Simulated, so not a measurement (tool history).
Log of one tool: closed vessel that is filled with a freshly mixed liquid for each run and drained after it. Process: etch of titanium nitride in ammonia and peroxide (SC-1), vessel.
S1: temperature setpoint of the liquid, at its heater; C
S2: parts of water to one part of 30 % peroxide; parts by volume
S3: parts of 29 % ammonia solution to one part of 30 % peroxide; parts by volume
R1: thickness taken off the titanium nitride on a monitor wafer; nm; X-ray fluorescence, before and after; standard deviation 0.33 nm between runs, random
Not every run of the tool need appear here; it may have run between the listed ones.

Run 1, hour 0: S1 48 C, S2 12.5 parts by volume, S3 0.55 parts by volume, time in the liquid (s) 1055. Result: R1 84.491 nm.
Run 2, hour 3.7: S1 53 C, S2 12.5 parts by volume, S3 0.55 parts by volume, time in the liquid (s) 1055. Result: R1 118.47 nm.
Run 3, hour 7.5: S1 51 C, S2 12.5 parts by volume, S3 0.55 parts by volume, time in the liquid (s) 1055. Result: R1 103.31 nm.
Run 4, hour 11.2: S1 51 C, S2 12.5 parts by volume, S3 0.55 parts by volume, time in the liquid (s) 1135. Result: R1 111.88 nm.
Run 5, hour 14.4: S1 47.5 C, S2 12.5 parts by volume, S3 0.55 parts by volume, time in the liquid (s) 1135. Result: R1 86.769 nm.
Run 6, hour 17.6: S1 46.5 C, S2 12.5 parts by volume, S3 0.55 parts by volume, time in the liquid (s) 1135. Result: R1 80.685 nm.
Run 7, hour 21: S1 46.5 C, S2 12.5 parts by volume, S3 0.55 parts by volume, time in the liquid (s) 1135. Result: R1 81.265 nm.
Run 8, hour 27.4: S1 45.5 C, S2 12.5 parts by volume, S3 0.55 parts by volume, time in the liquid (s) 1135. Result: R1 75.65 nm.
Run 9, hour 34.2: S1 44.5 C, S2 12.5 parts by volume, S3 0.55 parts by volume, time in the liquid (s) 1135. Result: R1 70.057 nm.
Run 10, hour 39.7: S1 44 C, S2 12.5 parts by volume, S3 0.55 parts by volume, time in the liquid (s) 1135. Result: R1 67.217 nm.
Run 11, hour 48.5: S1 43.5 C, S2 12.5 parts by volume, S3 0.55 parts by volume, time in the liquid (s) 1135. Result: R1 65.383 nm.
Run 12, hour 50.9: S1 43 C, S2 12.5 parts by volume, S3 0.55 parts by volume, time in the liquid (s) 1135. Result: R1 63.228 nm.

The next listed run, before its measurement:
Run 13, hour 58: S1 42.5 C, S2 12.5 parts by volume, S3 0.55 parts by volume, time in the liquid (s) 1135. Result: R1 ?.

{"run 13": {"R1": 60.991}}
